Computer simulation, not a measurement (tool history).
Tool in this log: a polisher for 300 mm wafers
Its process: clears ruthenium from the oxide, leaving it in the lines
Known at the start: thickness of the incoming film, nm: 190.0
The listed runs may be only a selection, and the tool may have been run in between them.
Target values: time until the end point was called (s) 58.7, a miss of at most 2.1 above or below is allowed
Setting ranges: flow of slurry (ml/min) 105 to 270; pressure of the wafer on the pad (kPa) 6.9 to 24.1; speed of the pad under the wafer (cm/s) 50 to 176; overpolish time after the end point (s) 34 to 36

| run | hour | flow of slurry (ml/min) | pressure of the wafer on the pad (kPa) | speed of the pad under the wafer (cm/s) | overpolish time after the end point (s) | time until the end point was called (s) |
|---|---|---|---|---|---|---|
| 1 | 0 | 175 | 15.2 | 112 | 34 | 110 |
| 2 | 8.1 | 175 | 15.2 | 94 | 34 | 134.94 |
| 3 | 11.5 | 180 | 17.2 | 98 | 34 | 112.26 |
| 4 | 18 | 180 | 17.2 | 98 | 36 | 114.54 |
| 5 | 21.4 | 180 | 18.6 | 104 | 36 | 100.54 |
| 6 | 25.4 | 180 | 18.6 | 104 | 36 | 100.43 |
| 7 | 33.3 | 185 | 20 | 110 | 36 | 87.692 |
| 8 | 38.4 | 185 | 20.7 | 114 | 36 | 83.4 |
| 9 | 42.8 | 185 | 21.4 | 118 | 36 | 78.257 |
| 10 | 43.9 | 200 | 24.1 | 134 | 36 | 61.204 |

Which one of the following 4 next-run settings gets every result inside its allowed miss? There is exactly one.
| A | 45 | 230 | 24.1 | 124 | 36 | ? |
| B | 45 | 195 | 24.1 | 138 | 34 | ? |
| C | 45 | 180 | 24.1 | 130 | 36 | ? |
| D | 45 | 200 | 21.4 | 134 | 34 | ? |

| move | time until the end point was called (s) |
|---|---|
| A | 65.417 |
| B | 60.248 |
| C | 64.641 |
| D | 68.962 |
A: its largest miss is bigger than the last run's
B: each result inside its tolerance
C: its largest miss is bigger than the last run's
D: its largest miss is bigger than the last run's
Answer: B
